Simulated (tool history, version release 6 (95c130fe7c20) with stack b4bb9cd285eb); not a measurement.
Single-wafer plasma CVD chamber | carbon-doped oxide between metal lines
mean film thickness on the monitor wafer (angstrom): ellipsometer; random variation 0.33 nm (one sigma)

| run | hour | heater temperature setpoint (K) | chamber pressure (mTorr) | RF power (W) | deposition time (s) | mean film thickness on the monitor wafer (angstrom) |
|---|---|---|---|---|---|---|
| 1 | 0.0 | 618.15 | 6280 | 525 | 12.6 | 672.93 |
| 2 | 8.1 | 618.15 | 7110 | 525 | 12.6 | 678.04 |
| 3 | 15.1 | 618.15 | 7110 | 525 | 12.6 | 673.79 |
| 4 | 21.0 | 618.15 | 6690 | 525 | 12.6 | 667.43 |
| 5 | 29.8 | 618.15 | 7540 | 525 | 12.6 | 680.17 |
| 6 | 33.5 | 618.15 | 6960 | 525 | 12.6 | 673.66 |

Forecast run 7:
| 7 | 38.0 | 614.15 | 7190 | 550 | 12.6 | ? |

mean film thickness on the monitor wafer (angstrom): 705.25
